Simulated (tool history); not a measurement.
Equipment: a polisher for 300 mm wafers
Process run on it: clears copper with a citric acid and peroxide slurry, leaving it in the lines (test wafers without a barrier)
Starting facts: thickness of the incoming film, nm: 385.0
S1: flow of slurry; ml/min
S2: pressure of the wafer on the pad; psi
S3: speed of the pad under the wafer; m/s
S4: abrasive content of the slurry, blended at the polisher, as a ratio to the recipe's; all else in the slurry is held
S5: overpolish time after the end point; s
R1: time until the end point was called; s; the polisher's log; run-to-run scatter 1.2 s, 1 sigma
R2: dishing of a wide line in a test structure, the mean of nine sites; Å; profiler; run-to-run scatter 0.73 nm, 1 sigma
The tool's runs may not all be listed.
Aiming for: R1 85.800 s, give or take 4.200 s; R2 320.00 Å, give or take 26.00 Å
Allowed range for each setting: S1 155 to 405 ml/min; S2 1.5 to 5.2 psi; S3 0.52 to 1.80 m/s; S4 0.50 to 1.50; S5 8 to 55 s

Run 1, hour 0.0: S1 260 ml/min, S2 3.3 psi, S3 1.16 m/s, S4 1.00, S5 28 s. Result: R1 154.360 s, R2 571.68 Å.
Run 2, hour 0.9: S1 260 ml/min, S2 3.5 psi, S3 1.26 m/s, S4 1.00, S5 21 s. Result: R1 137.440 s, R2 485.71 Å.
Run 3, hour 2.6: S1 225 ml/min, S2 3.8 psi, S3 1.42 m/s, S4 0.85, S5 17 s. Result: R1 121.840 s, R2 464.95 Å.
Run 4, hour 9.9: S1 200 ml/min, S2 4.0 psi, S3 1.56 m/s, S4 0.75, S5 14 s. Result: R1 109.480 s, R2 441.96 Å.
Run 5, hour 15.6: S1 200 ml/min, S2 4.0 psi, S3 1.56 m/s, S4 0.75, S5 8 s. Result: R1 111.110 s, R2 247.67 Å.
Run 6, hour 17.1: S1 205 ml/min, S2 4.3 psi, S3 1.56 m/s, S4 0.75, S5 8 s. Result: R1 104.960 s, R2 272.22 Å.
Run 7, hour 22.3: S1 155 ml/min, S2 4.6 psi, S3 1.76 m/s, S4 0.75, S5 8 s. Result: R1 92.835 s, R2 303.74 Å.
Run 8, hour 27.2: S1 155 ml/min, S2 4.6 psi, S3 1.76 m/s, S4 0.75, S5 8 s. Result: R1 90.754 s, R2 302.94 Å.
Run 9, hour 35.4: S1 160 ml/min, S2 4.6 psi, S3 1.76 m/s, S4 0.75, S5 8 s. Result: R1 93.401 s, R2 311.97 Å.

Consider the 4 candidate settings below. Which is the only one whose results all fall within their allowed miss of target?
Run A, hour 43.6: S1 165 ml/min, S2 4.8 psi, S3 1.80 m/s, S4 0.70, S5 8 s. Result: R1 ?, R2 ?.
Run B, hour 43.6: S1 155 ml/min, S2 4.3 psi, S3 1.74 m/s, S4 0.80, S5 12 s. Result: R1 ?, R2 ?.
Run C, hour 43.6: S1 160 ml/min, S2 4.4 psi, S3 1.70 m/s, S4 0.70, S5 9 s. Result: R1 ?, R2 ?.
Run D, hour 43.6: S1 160 ml/min, S2 4.4 psi, S3 1.72 m/s, S4 0.75, S5 9 s. Result: R1 ?, R2 ?.

move      R1      R2
   A  86.388  313.94
   B  97.955  405.16
   C  98.642  309.07
   D  96.917  314.19
A: every result lands within tolerance
B: the biggest miss grows against the last run
C: the biggest miss grows against the last run
D: the biggest miss grows against the last run
Move A is the one to make.
